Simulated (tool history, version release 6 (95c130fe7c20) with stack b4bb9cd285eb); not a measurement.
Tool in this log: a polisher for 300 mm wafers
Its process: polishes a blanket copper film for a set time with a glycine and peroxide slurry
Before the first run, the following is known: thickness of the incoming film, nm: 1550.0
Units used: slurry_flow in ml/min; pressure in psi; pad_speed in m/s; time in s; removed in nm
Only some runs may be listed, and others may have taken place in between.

run	hour	slurry_flow	pressure	pad_speed	time	removed
1	0.0	185	2.4	1.22	74	350.15
2	2.8	195	2.5	1.22	74	369.15
3	7.8	220	2.5	1.22	74	374.10
4	13.9	220	2.5	1.10	74	353.09
# hour 22.2: head pressure recalibrated
5	22.2	220	2.5	1.26	74	416.51
6	26.1	225	2.5	1.26	74	415.15
7	33.1	230	2.5	1.26	74	418.05

What will run 8 give?
8	37.0	235	2.5	1.26	74	?

{"run 8": {"removed": 421.92}}
